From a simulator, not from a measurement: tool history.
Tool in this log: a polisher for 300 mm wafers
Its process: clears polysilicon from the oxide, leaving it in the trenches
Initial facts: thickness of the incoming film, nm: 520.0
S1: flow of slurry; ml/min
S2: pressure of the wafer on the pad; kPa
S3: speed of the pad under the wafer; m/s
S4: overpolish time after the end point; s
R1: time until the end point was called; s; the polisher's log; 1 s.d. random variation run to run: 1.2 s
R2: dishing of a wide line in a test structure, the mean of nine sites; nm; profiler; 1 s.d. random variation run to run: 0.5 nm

{"run": 1, "hour": 0.0, "S1": 315, "S2": 22.8, "S3": 0.88, "S4": 23, "R1": 46.191, "R2": 36.712}
{"run": 2, "hour": 6.0, "S1": 315, "S2": 22.8, "S3": 0.72, "S4": 23, "R1": 56.622, "R2": 37.15}
{"run": 3, "hour": 7.8, "S1": 315, "S2": 22.8, "S3": 0.86, "S4": 23, "R1": 47.225, "R2": 36.853}
{"run": 4, "hour": 16.0, "S1": 315, "S2": 25.5, "S3": 0.86, "S4": 23, "R1": 42.641, "R2": 37.719}
{"run": 5, "hour": 24.6, "S1": 310, "S2": 23.4, "S3": 0.8, "S4": 22, "R1": 50.256, "R2": 36.898}
{"run": 6, "hour": 26.3, "S1": 385, "S2": 23.4, "S3": 0.8, "S4": 22, "R1": 48.835, "R2": 38.154}
{"hour": 35.3, "done": "slurry nozzle cleaned"}
{"run": 7, "hour": 35.3, "S1": 360, "S2": 22.1, "S3": 0.76, "S4": 21, "R1": 53.051, "R2": 37.242}
{"run": 8, "hour": 37.8, "S1": 360, "S2": 22.1, "S3": 0.76, "S4": 21, "R1": 52.769, "R2": 37.039}
{"run": 9, "hour": 41.0, "S1": 345, "S2": 20.7, "S3": 0.72, "S4": 21, "R1": 59.747, "R2": 37.147}
{"run": 10, "hour": 45.9, "S1": 325, "S2": 19.3, "S3": 0.68, "S4": 19, "R1": 67.703, "R2": 36.282}
{"run": 11, "hour": 49.5, "S1": 235, "S2": 12.4, "S3": 0.5, "S4": 8, "R1": 141.65, "R2": 20.567}

Expected results for the next run?
{"run": 12, "hour": 52.3, "S1": 255, "S2": 12.4, "S3": 0.5, "S4": 11, "R1": "?", "R2": "?"}

{"run 12": {"R1": 142.24, "R2": 24.922}}
